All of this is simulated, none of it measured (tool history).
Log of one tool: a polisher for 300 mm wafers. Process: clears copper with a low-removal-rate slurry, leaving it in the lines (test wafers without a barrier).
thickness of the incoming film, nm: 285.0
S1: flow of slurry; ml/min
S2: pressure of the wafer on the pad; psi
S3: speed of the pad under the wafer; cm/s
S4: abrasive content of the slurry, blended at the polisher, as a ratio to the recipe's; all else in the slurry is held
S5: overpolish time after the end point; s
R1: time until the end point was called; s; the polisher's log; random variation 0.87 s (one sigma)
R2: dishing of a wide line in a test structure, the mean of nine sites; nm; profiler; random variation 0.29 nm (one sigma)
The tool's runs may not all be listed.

run	hour	S1	S2	S3	S4	S5	R1	R2
1	0	180	4.1	94	1	12	73.059	28.764
2	0.9	180	3.3	94	1	12	92.444	25.095
3	3.5	180	3.3	94	1	11	90.064	23.476
4	4.5	180	3.3	102	1	11	82.878	24.97
5	8.9	180	3.3	102	1	6	84.051	15.564
6	14.2	180	3.3	102	1	4	83.533	10.783

Run 7 comes next. What will it give?
7	20.1	175	3.3	102	1	5	?	?

R1: 85.789 s
R2: 13.281 nm
